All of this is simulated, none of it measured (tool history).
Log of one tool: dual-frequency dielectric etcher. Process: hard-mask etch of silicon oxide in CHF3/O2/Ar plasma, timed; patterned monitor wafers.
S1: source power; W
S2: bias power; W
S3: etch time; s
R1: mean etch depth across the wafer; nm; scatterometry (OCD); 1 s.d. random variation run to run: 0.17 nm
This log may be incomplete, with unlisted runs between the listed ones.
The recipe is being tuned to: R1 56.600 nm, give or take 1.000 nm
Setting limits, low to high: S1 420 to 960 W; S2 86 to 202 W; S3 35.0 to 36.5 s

run 1 day=0.000 | S1=690 S2=144 S3=35.0 | R1=64.429
run 2 day=0.096 | S1=800 S2=144 S3=35.0 | R1=68.552
run 3 day=0.188 | S1=800 S2=159 S3=35.0 | R1=71.265
run 4 day=0.267 | S1=750 S2=157 S3=35.0 | R1=68.652
run 5 day=0.400 | S1=820 S2=157 S3=35.0 | R1=71.834
run 6 day=0.767 | S1=820 S2=181 S3=35.0 | R1=76.141
run 7 day=0.996 | S1=770 S2=176 S3=35.0 | R1=73.318
run 8 day=1.158 | S1=770 S2=176 S3=35.0 | R1=73.024
run 9 day=1.262 | S1=720 S2=172 S3=35.0 | R1=70.009
run 10 day=1.300 | S1=580 S2=150 S3=35.0 | R1=60.335
run 11 day=1.450 | S1=570 S2=150 S3=35.0 | R1=59.982
run 12 day=1.638 | S1=460 S2=146 S3=35.0 | R1=53.055
run 13 day=1.688 | S1=470 S2=146 S3=35.0 | R1=53.515
run 14 day=1.738 | S1=480 S2=146 S3=35.0 | R1=54.033
run 15 day=2.088 | S1=480 S2=146 S3=35.0 | R1=53.873
run 16 day=2.462 | S1=490 S2=146 S3=35.0 | R1=54.727
run 17 day=2.671 | S1=500 S2=146 S3=35.0 | R1=54.871

5 next moves are on the table. One of them brings every result within its allowed miss. Which?
run A day=2.879 | S1=420 S2=158 S3=35.0 | R1=?
run B day=2.879 | S1=540 S2=133 S3=36.0 | R1=?
run C day=2.879 | S1=460 S2=141 S3=35.5 | R1=?
run D day=2.879 | S1=660 S2=87 S3=35.5 | R1=?
run E day=2.879 | S1=470 S2=146 S3=35.0 | R1=?

move=A R1=52.187
move=B R1=56.786
move=C R1=52.895
move=D R1=51.838
move=E R1=53.519
A: the biggest miss grows against the last run
B: every result within its allowed miss
C: the biggest miss grows against the last run
D: the biggest miss grows against the last run
E: the biggest miss grows against the last run
The move that meets every target is B.

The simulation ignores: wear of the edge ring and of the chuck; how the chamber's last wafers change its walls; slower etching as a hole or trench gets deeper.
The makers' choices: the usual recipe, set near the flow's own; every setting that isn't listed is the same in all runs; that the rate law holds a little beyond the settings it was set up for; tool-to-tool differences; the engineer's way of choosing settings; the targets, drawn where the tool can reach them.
